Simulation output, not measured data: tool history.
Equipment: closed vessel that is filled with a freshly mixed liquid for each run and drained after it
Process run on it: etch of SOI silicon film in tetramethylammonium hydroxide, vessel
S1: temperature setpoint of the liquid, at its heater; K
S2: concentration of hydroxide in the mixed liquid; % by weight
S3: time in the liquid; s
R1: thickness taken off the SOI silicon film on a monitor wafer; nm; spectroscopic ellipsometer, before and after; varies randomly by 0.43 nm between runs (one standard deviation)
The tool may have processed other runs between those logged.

{"run": 1, "hour": 0.0, "S1": 344.15, "S2": 10, "S3": 30, "R1": 219.43}
{"run": 2, "hour": 4.1, "S1": 340.15, "S2": 10, "S3": 30, "R1": 174.49}
{"run": 3, "hour": 5.7, "S1": 339.15, "S2": 10, "S3": 30, "R1": 164.16}
{"run": 4, "hour": 7.7, "S1": 342.15, "S2": 10, "S3": 30, "R1": 195.21}
{"run": 5, "hour": 11.9, "S1": 342.15, "S2": 8, "S3": 30, "R1": 212.25}
{"run": 6, "hour": 12.8, "S1": 342.15, "S2": 8, "S3": 30, "R1": 214.25}
{"run": 7, "hour": 21.2, "S1": 342.15, "S2": 8, "S3": 30, "R1": 212.49}

For run 8, what comes out?
{"run": 8, "hour": 28.8, "S1": 340.65, "S2": 8, "S3": 30, "R1": "?"}

Logged for run 8: R1 195.14 nm.
